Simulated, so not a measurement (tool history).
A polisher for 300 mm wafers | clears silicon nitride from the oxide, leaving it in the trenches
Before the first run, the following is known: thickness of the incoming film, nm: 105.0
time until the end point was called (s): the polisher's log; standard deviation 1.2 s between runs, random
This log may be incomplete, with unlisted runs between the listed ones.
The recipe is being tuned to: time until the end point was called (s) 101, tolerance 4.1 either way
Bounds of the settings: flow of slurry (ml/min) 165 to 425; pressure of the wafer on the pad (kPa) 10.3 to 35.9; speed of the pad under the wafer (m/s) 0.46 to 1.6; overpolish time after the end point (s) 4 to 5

run	day	flow of slurry (ml/min)	pressure of the wafer on the pad (kPa)	speed of the pad under the wafer (m/s)	overpolish time after the end point (s)	time until the end point was called (s)
1	0	275	22.8	1.02	5	122.11
2	0.254	275	24.1	1.02	5	116.66
3	0.354	275	25.5	1.02	5	110.18
4	0.688	275	25.5	1.02	5	109.38
5	0.888	275	26.2	1.02	5	107.33
6	0.979	275	21.4	1.02	5	130.49
7	1.096	275	21.4	1.02	5	133.87
8	1.3	275	23.4	1.02	5	116.81
9	1.338	275	24.8	1.02	5	111.94
10	1.533	275	24.8	1.02	5	112
11	1.733	275	25.5	1.02	5	109.07
12	1.979	275	26.2	1.02	5	106.31

Which of these 4 next moves meets every target?
A	2.225	310	32.4	0.8	5	?
B	2.225	255	22.1	1.08	5	?
C	2.225	295	27.6	0.88	4	?
D	2.225	285	26.9	1.04	4	?

move	time until the end point was called (s)
A	107.64
B	119.39
C	115.48
D	101.02
A: moves away from the targets compared with the last run
B: moves away from the targets compared with the last run
C: moves away from the targets compared with the last run
D: hits every target within its allowed miss
D meets every target.
